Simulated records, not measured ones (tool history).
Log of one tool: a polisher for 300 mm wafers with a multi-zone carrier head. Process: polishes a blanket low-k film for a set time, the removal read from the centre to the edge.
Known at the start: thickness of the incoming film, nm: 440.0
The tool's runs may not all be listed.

run	hour	flow of slurry (ml/min)	pressure of the head's centre zone	pressure of the head's middle zone	pressure of the head's edge zone	abrasive content of the slurry	polishing time (s)	film removed at the wafer's centre (nm)	film removed at mid-radius (nm)	film removed at the wafer's edge (nm)
1	0.0	310	1.00	1.00	1.00	1.00	56	15.089	15.031	15.016
2	5.5	295	0.98	0.98	1.02	1.00	56	14.787	14.975	14.873
3	8.3	295	0.98	0.98	1.02	0.90	56	13.955	14.230	14.023
4	15.7	295	0.98	0.98	1.02	0.80	56	13.062	13.142	13.175
# hour 17.3: slurry nozzle cleaned
5	17.3	295	0.98	0.98	0.97	0.80	56	13.281	13.425	13.302
6	23.3	350	0.98	0.98	0.97	0.80	56	13.379	13.433	13.322
7	25.2	355	0.96	0.95	1.01	0.85	56	13.831	13.762	14.240
8	27.4	365	0.94	0.93	1.03	0.85	56	13.546	13.784	14.407

Run 9 comes next. What will it give?
9	30.9	375	0.93	0.91	1.05	0.85	56	?	?	?

film removed at the wafer's centre (nm): 13.320
film removed at mid-radius (nm): 13.379
film removed at the wafer's edge (nm): 14.302
